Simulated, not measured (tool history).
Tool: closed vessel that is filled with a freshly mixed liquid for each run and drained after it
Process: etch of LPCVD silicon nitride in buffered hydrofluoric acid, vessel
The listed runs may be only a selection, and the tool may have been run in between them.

| run | day | temperature setpoint of the liquid (°C) | parts of 40 % ammonium fluoride to one part of 49 % hydrofluoric acid (parts by volume) | time in the liquid (s) | thickness taken off the LPCVD silicon nitride on a monitor wafer (nm) |
|---|---|---|---|---|---|
| 1 | 0 | 24 | 10.5 | 2695 | 30.933 |
| 2 | 0.117 | 24 | 12 | 2695 | 27.287 |
| 3 | 0.288 | 25 | 12 | 2695 | 28.43 |
| 4 | 0.554 | 26 | 12 | 2695 | 30.02 |
| 5 | 0.825 | 26.5 | 12 | 2695 | 31.439 |
| 6 | 0.979 | 26.5 | 12 | 2695 | 30.869 |
| 7 | 1.254 | 27 | 12 | 2695 | 31.668 |
| 8 | 1.5 | 27.5 | 12 | 2695 | 32.647 |

Predict the results of run 9:
| 9 | 1.754 | 28 | 12 | 2695 | ? |

thickness taken off the LPCVD silicon nitride on a monitor wafer (nm): 33.694
